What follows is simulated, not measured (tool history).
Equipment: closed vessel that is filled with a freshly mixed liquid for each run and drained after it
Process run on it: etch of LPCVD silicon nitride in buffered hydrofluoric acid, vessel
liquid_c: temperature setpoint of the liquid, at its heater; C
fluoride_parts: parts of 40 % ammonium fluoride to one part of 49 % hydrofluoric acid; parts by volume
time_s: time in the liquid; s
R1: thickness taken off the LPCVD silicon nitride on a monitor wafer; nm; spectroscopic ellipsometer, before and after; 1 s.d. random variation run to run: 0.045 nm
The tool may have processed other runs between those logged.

run 1 hour=0 | liquid_c=24 fluoride_parts=9.5 time_s=200 | R1=2.8676
run 2 hour=8.9 | liquid_c=25.5 fluoride_parts=9 time_s=200 | R1=3.2019
run 3 hour=10.7 | liquid_c=26.5 fluoride_parts=8.5 time_s=200 | R1=3.5999
run 4 hour=19.4 | liquid_c=26.5 fluoride_parts=8.5 time_s=160 | R1=2.8964
run 5 hour=28 | liquid_c=27.5 fluoride_parts=8 time_s=165 | R1=3.3707
run 6 hour=36.8 | liquid_c=27.5 fluoride_parts=8 time_s=160 | R1=3.2148
run 7 hour=42.5 | liquid_c=28 fluoride_parts=7.5 time_s=165 | R1=3.7118
run 8 hour=51 | liquid_c=28.5 fluoride_parts=7.5 time_s=165 | R1=3.8297

Run 9 comes next. What will it give?
run 9 hour=52 | liquid_c=29 fluoride_parts=7.5 time_s=165 | R1=?

{"run 9": {"R1": 3.8888}}

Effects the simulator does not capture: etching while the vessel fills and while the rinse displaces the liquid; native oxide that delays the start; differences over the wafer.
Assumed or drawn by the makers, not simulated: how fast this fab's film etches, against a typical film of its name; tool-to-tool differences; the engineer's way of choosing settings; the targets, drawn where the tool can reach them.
